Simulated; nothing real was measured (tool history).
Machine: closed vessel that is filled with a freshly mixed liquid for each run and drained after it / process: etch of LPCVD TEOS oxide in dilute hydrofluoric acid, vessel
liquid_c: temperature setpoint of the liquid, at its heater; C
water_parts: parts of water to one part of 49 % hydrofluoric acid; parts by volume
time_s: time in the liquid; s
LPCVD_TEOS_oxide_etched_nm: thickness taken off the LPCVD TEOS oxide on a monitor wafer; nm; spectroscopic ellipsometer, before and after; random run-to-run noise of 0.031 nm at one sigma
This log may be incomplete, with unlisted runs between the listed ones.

run,hour,liquid_c,water_parts,time_s,LPCVD_TEOS_oxide_etched_nm
1,0.0,23.0,150,100,14.2240
2,1.3,23.0,175,100,11.9000
3,8.2,22.0,175,100,11.4510
4,11.1,21.0,175,100,11.0090
5,17.0,21.0,175,100,11.0560
6,24.7,20.5,175,100,10.8460
7,25.6,20.0,175,100,10.6270
8,29.7,19.5,175,100,10.4450
9,36.7,19.0,175,100,10.1960
10,45.3,18.5,175,100,9.9977

Forecast run 11:
11,52.5,18.0,175,100,?

{"run 11": {"LPCVD_TEOS_oxide_etched_nm": 9.8111}}
